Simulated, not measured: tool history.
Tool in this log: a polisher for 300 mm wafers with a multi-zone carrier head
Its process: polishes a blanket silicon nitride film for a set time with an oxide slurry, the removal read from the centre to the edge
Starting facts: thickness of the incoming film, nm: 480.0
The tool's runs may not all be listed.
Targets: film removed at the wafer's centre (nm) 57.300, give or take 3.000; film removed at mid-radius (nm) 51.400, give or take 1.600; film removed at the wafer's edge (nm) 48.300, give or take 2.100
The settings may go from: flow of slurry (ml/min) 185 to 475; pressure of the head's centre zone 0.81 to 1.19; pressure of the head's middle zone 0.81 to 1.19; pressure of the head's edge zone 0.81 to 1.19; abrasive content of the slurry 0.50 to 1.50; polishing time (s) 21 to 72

run	day	flow of slurry (ml/min)	pressure of the head's centre zone	pressure of the head's middle zone	pressure of the head's edge zone	abrasive content of the slurry	polishing time (s)	film removed at the wafer's centre (nm)	film removed at mid-radius (nm)	film removed at the wafer's edge (nm)
1	0.000	305	1.00	1.00	1.00	1.00	46	37.443	36.788	37.313
2	0.196	345	1.00	1.00	1.00	1.00	46	38.476	37.044	37.118
3	0.246	350	1.03	1.02	1.01	1.10	46	41.301	39.642	38.424
4	0.608	350	1.03	1.02	1.01	1.00	46	39.187	37.457	36.968
5	0.846	350	1.05	1.02	1.02	1.10	47	42.553	40.581	39.441
6	1.121	350	1.07	1.02	1.03	1.20	47	44.398	41.831	41.031
7	1.183	355	1.09	1.03	1.03	1.25	48	48.999	43.961	43.787
8	1.304	355	1.10	1.05	1.03	1.30	48	49.304	45.013	44.763
9	1.346	365	1.11	1.07	1.02	1.35	48	49.863	45.816	45.002
10	1.588	375	1.13	1.09	1.01	1.40	48	50.590	47.741	44.986
11	1.712	375	1.14	1.09	1.01	1.40	48	53.014	48.251	44.442
12	1.933	375	1.15	1.10	1.02	1.40	48	52.048	48.849	45.249
13	2.038	375	1.16	1.10	1.02	1.40	48	54.777	49.238	44.783
14	2.238	375	1.16	1.10	1.03	1.40	48	54.289	48.228	45.988
15	2.475	375	1.17	1.11	1.03	1.40	48	53.673	47.718	45.938

5 candidate next runs follow, results not yet known. Just one meets every target within its allowed miss. Identify it.
A	2.712	375	1.12	1.12	1.06	1.40	46	?	?	?
B	2.712	350	1.19	1.08	1.11	1.30	47	?	?	?
C	2.712	375	1.07	1.18	0.93	1.40	53	?	?	?
D	2.712	200	1.07	1.19	1.07	1.50	51	?	?	?
E	2.712	350	1.19	1.14	1.08	1.45	49	?	?	?

move	film removed at the wafer's centre (nm)	film removed at mid-radius (nm)	film removed at the wafer's edge (nm)
A	50.575	47.221	44.635
B	53.073	45.305	45.223
C	55.674	56.767	48.253
D	50.413	52.177	48.042
E	57.622	51.343	48.369
A: lands further from the targets than the last run did
B: lands further from the targets than the last run did
C: pushes the last run's worst result past its target
D: brings the result that was furthest off to its target, and leaves another outside
E: all results land within tolerance of their targets
Correct choice: E, which meets every target
